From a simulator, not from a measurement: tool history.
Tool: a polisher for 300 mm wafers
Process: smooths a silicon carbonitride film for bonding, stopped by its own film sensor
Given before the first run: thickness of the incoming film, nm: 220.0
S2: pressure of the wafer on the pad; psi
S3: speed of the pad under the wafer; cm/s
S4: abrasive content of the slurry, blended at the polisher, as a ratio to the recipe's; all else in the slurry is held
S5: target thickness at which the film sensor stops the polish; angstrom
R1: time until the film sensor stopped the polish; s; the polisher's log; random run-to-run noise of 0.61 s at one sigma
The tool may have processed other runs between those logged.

{"run": 1, "day": 0.0, "flow of slurry (ml/min)": 280, "S2": 2.1, "S3": 72, "S4": 1.0, "S5": 2060, "R1": 67.183}
{"run": 2, "day": 0.221, "flow of slurry (ml/min)": 220, "S2": 2.1, "S3": 72, "S4": 1.0, "S5": 2060, "R1": 68.01}
{"run": 3, "day": 0.292, "flow of slurry (ml/min)": 220, "S2": 2.3, "S3": 74, "S4": 1.0, "S5": 2060, "R1": 62.395}
{"run": 4, "day": 0.579, "flow of slurry (ml/min)": 220, "S2": 2.3, "S3": 90, "S4": 1.0, "S5": 2060, "R1": 52.951}
{"run": 5, "day": 0.629, "flow of slurry (ml/min)": 220, "S2": 2.4, "S3": 90, "S4": 1.0, "S5": 2060, "R1": 51.722}
{"run": 6, "day": 0.775, "flow of slurry (ml/min)": 220, "S2": 2.5, "S3": 90, "S4": 1.0, "S5": 2060, "R1": 49.351}
{"run": 7, "day": 1.15, "flow of slurry (ml/min)": 220, "S2": 2.6, "S3": 90, "S4": 1.0, "S5": 2060, "R1": 47.211}

Run 8 is up next; what results do you expect?
{"run": 8, "day": 1.404, "flow of slurry (ml/min)": 220, "S2": 3.0, "S3": 92, "S4": 1.0, "S5": 2060, "R1": "?"}

Run 8 yielded R1 42.844 s.
